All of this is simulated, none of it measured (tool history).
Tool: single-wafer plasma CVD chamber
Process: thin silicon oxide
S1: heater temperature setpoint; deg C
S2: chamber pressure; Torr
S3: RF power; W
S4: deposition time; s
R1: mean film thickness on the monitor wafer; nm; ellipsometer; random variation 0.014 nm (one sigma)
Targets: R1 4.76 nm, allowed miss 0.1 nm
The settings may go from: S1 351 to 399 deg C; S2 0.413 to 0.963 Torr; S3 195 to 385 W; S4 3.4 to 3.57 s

Run 1, hour 0: S1 375 deg C, S2 0.688 Torr, S3 290 W, S4 3.57 s. Result: R1 5.6586 nm.
Run 2, hour 7.6: S1 375 deg C, S2 0.688 Torr, S3 315 W, S4 3.57 s. Result: R1 5.9506 nm.
Run 3, hour 14.8: S1 375 deg C, S2 0.65 Torr, S3 315 W, S4 3.57 s. Result: R1 5.6187 nm.
Run 4, hour 17.9: S1 375 deg C, S2 0.567 Torr, S3 315 W, S4 3.57 s. Result: R1 4.9315 nm.
Run 5, hour 19.8: S1 375 deg C, S2 0.62 Torr, S3 315 W, S4 3.57 s. Result: R1 5.3923 nm.
Run 6, hour 24.6: S1 384 deg C, S2 0.62 Torr, S3 315 W, S4 3.57 s. Result: R1 5.3744 nm.
Run 7, hour 28.6: S1 384 deg C, S2 0.528 Torr, S3 310 W, S4 3.57 s. Result: R1 4.5108 nm.
Run 8, hour 30.2: S1 384 deg C, S2 0.536 Torr, S3 310 W, S4 3.57 s. Result: R1 4.5755 nm.
Run 9, hour 33.8: S1 384 deg C, S2 0.542 Torr, S3 310 W, S4 3.57 s. Result: R1 4.6105 nm.

5 next moves are on the table. One of them brings every result within its allowed miss. Which?
Run A, hour 37.4: S1 389 deg C, S2 0.547 Torr, S3 320 W, S4 3.57 s. Result: R1 ?.
Run B, hour 37.4: S1 382 deg C, S2 0.608 Torr, S3 295 W, S4 3.57 s. Result: R1 ?.
Run C, hour 37.4: S1 383 deg C, S2 0.57 Torr, S3 315 W, S4 3.57 s. Result: R1 ?.
Run D, hour 37.4: S1 386 deg C, S2 0.532 Torr, S3 305 W, S4 3.42 s. Result: R1 ?.
Run E, hour 37.4: S1 379 deg C, S2 0.653 Torr, S3 255 W, S4 3.57 s. Result: R1 ?.

move      R1
   A  4.7567
   B  5.0694
   C  4.9377
   D  4.3212
   E  4.9445
A: meets every target
B: takes the result that was furthest off past its target
C: takes the result that was furthest off past its target
D: further off than the last run
E: takes the result that was furthest off past its target
The right move is A.
